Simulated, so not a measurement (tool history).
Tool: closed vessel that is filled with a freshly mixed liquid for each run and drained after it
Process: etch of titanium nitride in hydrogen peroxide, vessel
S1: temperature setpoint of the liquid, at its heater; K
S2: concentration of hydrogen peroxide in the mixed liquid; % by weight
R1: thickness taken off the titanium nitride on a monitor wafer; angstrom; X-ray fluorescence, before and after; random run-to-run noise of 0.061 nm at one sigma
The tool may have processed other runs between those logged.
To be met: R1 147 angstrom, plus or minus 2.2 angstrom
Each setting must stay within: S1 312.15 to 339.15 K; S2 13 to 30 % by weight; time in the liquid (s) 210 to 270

run 1 hour=0 | S1=328.15 S2=26 time_in_the_liquid_(s)=270 | R1=104.34
run 2 hour=5.9 | S1=322.65 S2=26 time_in_the_liquid_(s)=270 | R1=71.288
run 3 hour=15.3 | S1=322.65 S2=26 time_in_the_liquid_(s)=270 | R1=70.603
run 4 hour=22.2 | S1=324.65 S2=26 time_in_the_liquid_(s)=270 | R1=81.683
run 5 hour=23.8 | S1=326.15 S2=26 time_in_the_liquid_(s)=270 | R1=91.26
run 6 hour=29.6 | S1=326.15 S2=23 time_in_the_liquid_(s)=270 | R1=88.856
run 7 hour=38.3 | S1=327.65 S2=23 time_in_the_liquid_(s)=270 | R1=97.415
run 8 hour=44.8 | S1=328.65 S2=23 time_in_the_liquid_(s)=270 | R1=105.24
run 9 hour=46.3 | S1=334.15 S2=23 time_in_the_liquid_(s)=270 | R1=154.76

Exercise: of the 4 proposed moves below, exactly one satisfies all targets within the stated allowed misses. Which move is it?
run A hour=47.8 | S1=333.65 S2=24 time_in_the_liquid_(s)=255 | R1=?
run B hour=47.8 | S1=336.65 S2=27.5 time_in_the_liquid_(s)=235 | R1=?
run C hour=47.8 | S1=333.15 S2=27 time_in_the_liquid_(s)=265 | R1=?
run D hour=47.8 | S1=333.65 S2=17.5 time_in_the_liquid_(s)=270 | R1=?

move=A R1=141.9
move=B R1=164.79
move=C R1=146.26
move=D R1=140.39
A: takes the result that was furthest off past its target
B: misses by more than the last run did
C: every result lands within tolerance
D: takes the result that was furthest off past its target
The move that meets every target is C.
